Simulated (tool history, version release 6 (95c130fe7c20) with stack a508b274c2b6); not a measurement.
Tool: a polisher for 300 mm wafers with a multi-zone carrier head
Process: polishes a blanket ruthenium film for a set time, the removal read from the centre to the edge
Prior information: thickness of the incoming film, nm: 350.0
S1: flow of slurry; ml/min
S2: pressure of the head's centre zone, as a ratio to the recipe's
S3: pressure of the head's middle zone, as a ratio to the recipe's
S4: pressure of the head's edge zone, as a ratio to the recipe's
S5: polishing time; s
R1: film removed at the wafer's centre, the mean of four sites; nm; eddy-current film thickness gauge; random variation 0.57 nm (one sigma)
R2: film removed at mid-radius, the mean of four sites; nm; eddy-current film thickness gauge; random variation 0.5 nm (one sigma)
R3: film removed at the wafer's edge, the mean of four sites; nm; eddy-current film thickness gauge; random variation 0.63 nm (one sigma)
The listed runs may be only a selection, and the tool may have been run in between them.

run 1 hour=0.0 | S1=205 S2=1.00 S3=1.00 S4=1.00 S5=81 | R1=66.299 R2=65.161 R3=64.561
run 2 hour=6.3 | S1=205 S2=1.00 S3=1.08 S4=1.00 S5=81 | R1=66.498 R2=68.838 R3=64.912
run 3 hour=13.8 | S1=200 S2=1.01 S3=1.02 S4=1.02 S5=74 | R1=62.139 R2=59.433 R3=59.432
run 4 hour=21.0 | S1=225 S2=1.01 S3=1.02 S4=1.02 S5=74 | R1=63.258 R2=59.611 R3=60.609
run 5 hour=23.9 | S1=230 S2=1.01 S3=1.00 S4=1.03 S5=68 | R1=58.398 R2=53.694 R3=54.642
run 6 hour=32.2 | S1=230 S2=1.00 S3=0.97 S4=1.05 S5=65 | R1=54.308 R2=49.936 R3=52.835

Run 7 has not been measured yet. What should we expect?
run 7 hour=40.3 | S1=230 S2=1.00 S3=0.95 S4=1.06 S5=63 | R1=? R2=? R3=?

{"run 7": {"R1": 53.685, "R2": 48.534, "R3": 52.053}}
